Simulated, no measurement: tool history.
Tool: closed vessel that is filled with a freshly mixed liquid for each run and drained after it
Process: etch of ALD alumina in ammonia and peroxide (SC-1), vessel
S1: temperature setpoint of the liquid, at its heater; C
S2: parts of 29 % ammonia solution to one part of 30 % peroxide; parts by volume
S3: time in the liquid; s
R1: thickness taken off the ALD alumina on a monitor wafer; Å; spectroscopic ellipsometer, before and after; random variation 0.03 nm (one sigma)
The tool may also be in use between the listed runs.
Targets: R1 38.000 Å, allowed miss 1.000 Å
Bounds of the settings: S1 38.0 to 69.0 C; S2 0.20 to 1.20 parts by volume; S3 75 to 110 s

run	hour	S1	S2	S3	R1
1	0.0	53.0	0.90	110	67.953
2	1.2	56.5	0.90	110	82.400
3	8.6	56.5	1.20	110	83.260
4	16.7	62.0	1.20	110	113.540
5	21.3	59.0	1.20	110	96.688
6	23.7	53.0	1.20	110	69.199
7	32.6	51.5	1.20	110	66.048
8	37.6	50.0	1.20	110	59.829

Which of these 4 next moves meets every target?
A	42.6	42.0	1.15	110	?
B	42.6	63.0	1.00	110	?
C	42.6	45.0	1.20	75	?
D	42.6	62.5	1.10	110	?

move	R1
A	37.781
B	116.030
C	30.734
D	114.170
A: meets every target
B: further off than the last run
C: takes the result that was furthest off past its target
D: further off than the last run
The right move is A.
